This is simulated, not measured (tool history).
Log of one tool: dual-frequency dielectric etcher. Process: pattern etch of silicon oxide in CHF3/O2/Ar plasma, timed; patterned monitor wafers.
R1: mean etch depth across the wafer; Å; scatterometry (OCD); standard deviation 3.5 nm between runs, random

{"run": 1, "hour": 0.0, "source power (kW)": 0.57, "bias power (kW)": 0.236, "etch time (s)": 367, "R1": 7230.5}
{"run": 2, "hour": 6.4, "source power (kW)": 0.52, "bias power (kW)": 0.236, "etch time (s)": 367, "R1": 6994.8}
{"run": 3, "hour": 12.4, "source power (kW)": 0.52, "bias power (kW)": 0.236, "etch time (s)": 367, "R1": 7044.3}
{"run": 4, "hour": 19.2, "source power (kW)": 0.43, "bias power (kW)": 0.236, "etch time (s)": 367, "R1": 6593.2}
{"run": 5, "hour": 23.4, "source power (kW)": 0.48, "bias power (kW)": 0.236, "etch time (s)": 367, "R1": 6865.9}
{"run": 6, "hour": 30.7, "source power (kW)": 0.48, "bias power (kW)": 0.204, "etch time (s)": 367, "R1": 6526.2}
{"run": 7, "hour": 37.5, "source power (kW)": 0.51, "bias power (kW)": 0.209, "etch time (s)": 367, "R1": 6710.7}
{"run": 8, "hour": 39.6, "source power (kW)": 0.54, "bias power (kW)": 0.213, "etch time (s)": 367, "R1": 6848.4}
{"run": 9, "hour": 47.4, "source power (kW)": 0.57, "bias power (kW)": 0.218, "etch time (s)": 367, "R1": 7085.8}
{"run": 10, "hour": 47.9, "source power (kW)": 0.59, "bias power (kW)": 0.22, "etch time (s)": 367, "R1": 7117.8}
{"run": 11, "hour": 48.6, "source power (kW)": 0.61, "bias power (kW)": 0.225, "etch time (s)": 367, "R1": 7345.8}
{"run": 12, "hour": 53.1, "source power (kW)": 0.63, "bias power (kW)": 0.226, "etch time (s)": 367, "R1": 7395}
{"run": 13, "hour": 53.7, "source power (kW)": 0.65, "bias power (kW)": 0.229, "etch time (s)": 367, "R1": 7486.4}
{"run": 14, "hour": 59.0, "source power (kW)": 0.67, "bias power (kW)": 0.232, "etch time (s)": 367, "R1": 7570}

What does the tool deliver on the next run?
{"run": 15, "hour": 67.9, "source power (kW)": 0.68, "bias power (kW)": 0.235, "etch time (s)": 367, "R1": "?"}

{"run 15": {"R1": 7660.1}}
